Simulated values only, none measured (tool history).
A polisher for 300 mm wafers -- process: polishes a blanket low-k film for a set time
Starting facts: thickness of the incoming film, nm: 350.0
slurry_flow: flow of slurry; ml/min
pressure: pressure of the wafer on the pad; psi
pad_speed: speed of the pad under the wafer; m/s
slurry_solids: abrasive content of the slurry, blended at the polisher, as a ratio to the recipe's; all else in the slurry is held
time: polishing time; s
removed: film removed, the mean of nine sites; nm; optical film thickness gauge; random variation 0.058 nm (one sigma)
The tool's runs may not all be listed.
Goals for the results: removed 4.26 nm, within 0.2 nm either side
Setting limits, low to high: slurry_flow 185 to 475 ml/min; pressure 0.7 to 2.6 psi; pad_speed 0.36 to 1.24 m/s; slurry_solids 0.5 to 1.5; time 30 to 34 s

run	day	slurry_flow	pressure	pad_speed	slurry_solids	time	removed
1	0	305	1.6	0.8	1	34	10.831
2	0.088	305	1.9	0.8	1	34	12.233
3	0.404	305	1.7	0.72	0.95	34	10.14
4	0.588	305	1.7	0.72	0.8	34	9.469
5	0.854	305	1.5	0.66	0.8	34	8.1342
6	0.958	305	1.4	0.62	0.8	34	7.2525
7	1.258	305	0.9	0.54	0.8	34	4.8386
8	1.354	305	0.8	0.54	0.8	34	4.4721
9	1.579	305	0.8	0.54	0.8	34	4.5039

Which of these 5 next moves meets every target?
A	1.804	460	0.9	0.5	0.55	34	?
B	1.804	280	0.7	0.5	0.85	32	?
C	1.804	285	0.8	0.58	0.8	31	?
D	1.804	255	0.8	0.48	0.8	33	?
E	1.804	315	0.7	0.56	0.7	33	?

move	removed
A	3.8785
B	3.7134
C	4.2693
D	3.8595
E	3.8796
A: the result that was furthest off in the last run now lies on the other side of its target
B: the result that was furthest off in the last run now lies on the other side of its target
C: meets every target
D: the result that was furthest off in the last run now lies on the other side of its target
E: the result that was furthest off in the last run now lies on the other side of its target
Move C is the one to make.
